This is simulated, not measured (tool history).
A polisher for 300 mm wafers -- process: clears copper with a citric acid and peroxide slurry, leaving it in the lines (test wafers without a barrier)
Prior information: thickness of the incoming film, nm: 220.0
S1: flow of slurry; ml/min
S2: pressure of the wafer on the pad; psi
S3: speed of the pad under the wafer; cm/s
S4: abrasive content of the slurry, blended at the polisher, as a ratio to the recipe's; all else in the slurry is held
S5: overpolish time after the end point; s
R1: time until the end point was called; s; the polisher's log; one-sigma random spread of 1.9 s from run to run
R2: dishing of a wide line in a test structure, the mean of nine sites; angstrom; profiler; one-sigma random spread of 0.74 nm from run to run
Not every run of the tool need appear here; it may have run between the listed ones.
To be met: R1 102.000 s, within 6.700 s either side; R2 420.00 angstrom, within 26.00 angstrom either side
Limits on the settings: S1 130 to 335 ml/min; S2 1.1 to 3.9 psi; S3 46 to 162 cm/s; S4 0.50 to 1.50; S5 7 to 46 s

Run 1, hour 0.0: S1 215 ml/min, S2 2.5 psi, S3 104 cm/s, S4 1.00, S5 24 s. Result: R1 125.470 s, R2 266.28 angstrom.
Run 2, hour 1.9: S1 215 ml/min, S2 2.2 psi, S3 104 cm/s, S4 1.00, S5 24 s. Result: R1 139.620 s, R2 244.78 angstrom.
Run 3, hour 9.2: S1 215 ml/min, S2 2.2 psi, S3 118 cm/s, S4 1.00, S5 24 s. Result: R1 131.450 s, R2 253.41 angstrom.
Run 4, hour 12.4: S1 215 ml/min, S2 2.3 psi, S3 118 cm/s, S4 1.00, S5 25 s. Result: R1 122.550 s, R2 281.70 angstrom.
Run 5, hour 16.2: S1 215 ml/min, S2 2.3 psi, S3 118 cm/s, S4 1.00, S5 21 s. Result: R1 118.470 s, R2 240.36 angstrom.
Run 6, hour 20.5: S1 215 ml/min, S2 2.3 psi, S3 108 cm/s, S4 1.00, S5 21 s. Result: R1 131.620 s, R2 228.10 angstrom.
Run 7, hour 29.5: S1 215 ml/min, S2 2.3 psi, S3 108 cm/s, S4 1.00, S5 21 s. Result: R1 134.090 s, R2 229.65 angstrom.
Run 8, hour 32.5: S1 215 ml/min, S2 2.4 psi, S3 108 cm/s, S4 1.00, S5 22 s. Result: R1 125.770 s, R2 245.30 angstrom.
Run 9, hour 35.7: S1 215 ml/min, S2 2.5 psi, S3 108 cm/s, S4 1.00, S5 23 s. Result: R1 122.200 s, R2 265.85 angstrom.

Next run, 5 choices. One meets every target within its allowed miss, the rest don't. Which?
Run A, hour 38.9: S1 215 ml/min, S2 2.9 psi, S3 132 cm/s, S4 1.05, S5 37 s. Result: R1 ?, R2 ?.
Run B, hour 38.9: S1 185 ml/min, S2 3.2 psi, S3 128 cm/s, S4 0.90, S5 28 s. Result: R1 ?, R2 ?.
Run C, hour 38.9: S1 185 ml/min, S2 3.0 psi, S3 106 cm/s, S4 1.15, S5 33 s. Result: R1 ?, R2 ?.
Run D, hour 38.9: S1 130 ml/min, S2 3.0 psi, S3 76 cm/s, S4 0.90, S5 18 s. Result: R1 ?, R2 ?.
Run E, hour 38.9: S1 275 ml/min, S2 3.1 psi, S3 130 cm/s, S4 0.85, S5 35 s. Result: R1 ?, R2 ?.

move       R1      R2
   A   84.857  491.24
   B   83.102  408.49
   C   98.655  405.35
   D  142.440  177.88
   E   82.309  484.52
A: the result that was furthest off in the last run now lies on the other side of its target
B: meets the target for the result that was furthest off, but another lies outside its allowed miss
C: each result inside its tolerance
D: further off than the last run
E: the result that was furthest off in the last run now lies on the other side of its target
So the answer is move C, the one that meets all the targets.
